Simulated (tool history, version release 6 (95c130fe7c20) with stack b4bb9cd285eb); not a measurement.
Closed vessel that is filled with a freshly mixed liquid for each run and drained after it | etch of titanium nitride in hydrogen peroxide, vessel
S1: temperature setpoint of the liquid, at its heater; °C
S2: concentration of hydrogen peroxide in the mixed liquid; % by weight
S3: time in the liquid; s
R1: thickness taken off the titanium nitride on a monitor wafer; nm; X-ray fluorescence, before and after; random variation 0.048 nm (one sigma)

{"run": 1, "day": 0.0, "S1": 50, "S2": 24.5, "S3": 50, "R1": 3.4371}
{"run": 2, "day": 0.062, "S1": 50, "S2": 22.5, "S3": 50, "R1": 3.341}
{"run": 3, "day": 0.279, "S1": 53.5, "S2": 22.5, "S3": 50, "R1": 4.3119}
{"run": 4, "day": 0.362, "S1": 53.5, "S2": 27.5, "S3": 50, "R1": 4.4943}
{"run": 5, "day": 0.412, "S1": 55.5, "S2": 27.5, "S3": 50, "R1": 5.1775}
{"run": 6, "day": 0.65, "S1": 57, "S2": 27.5, "S3": 50, "R1": 5.7253}
{"run": 7, "day": 0.9, "S1": 58, "S2": 27.5, "S3": 50, "R1": 6.2005}
{"run": 8, "day": 1.25, "S1": 58.5, "S2": 27.5, "S3": 50, "R1": 6.3762}

Run 9 comes next. What will it give?
{"run": 9, "day": 1.483, "S1": 59, "S2": 27.5, "S3": 50, "R1": "?"}

{"run 9": {"R1": 6.6019}}
